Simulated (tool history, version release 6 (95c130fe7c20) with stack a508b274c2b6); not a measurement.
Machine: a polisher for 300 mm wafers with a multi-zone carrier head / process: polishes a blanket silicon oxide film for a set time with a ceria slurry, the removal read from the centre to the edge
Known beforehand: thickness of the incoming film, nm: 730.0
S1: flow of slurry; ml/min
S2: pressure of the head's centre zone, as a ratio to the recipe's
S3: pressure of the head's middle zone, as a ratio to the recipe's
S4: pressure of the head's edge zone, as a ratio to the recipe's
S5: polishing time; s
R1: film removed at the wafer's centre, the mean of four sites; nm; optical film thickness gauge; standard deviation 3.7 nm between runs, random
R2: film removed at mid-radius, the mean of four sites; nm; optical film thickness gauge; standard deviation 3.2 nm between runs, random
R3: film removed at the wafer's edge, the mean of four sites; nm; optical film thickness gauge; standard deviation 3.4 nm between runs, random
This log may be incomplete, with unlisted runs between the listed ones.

run  hour   S1    S2    S3    S4  S5      R1      R2      R3
  1     0  170     1     1     1  42  272.28  261.57  263.42
  2   7.9  170  0.91     1     1  42  252.78  270.62  264.19
  3   9.3  145  0.91     1     1  42  246.48  265.13  258.47
  4  11.1  145  0.94  0.98  0.98  41  247.14  250.98  255.93
  5    18  145  0.94  0.98  0.98  50  302.92  305.52   309.9
  6  25.1  145  0.94  0.98  0.98  43   258.5  264.38  271.22

What will run 7 give?
  7  30.9  150  0.98  0.99  0.98  41   ?   ?   ?

Run 7 measured R1 258.9 nm, R2 259.39 nm, R3 250.95 nm.

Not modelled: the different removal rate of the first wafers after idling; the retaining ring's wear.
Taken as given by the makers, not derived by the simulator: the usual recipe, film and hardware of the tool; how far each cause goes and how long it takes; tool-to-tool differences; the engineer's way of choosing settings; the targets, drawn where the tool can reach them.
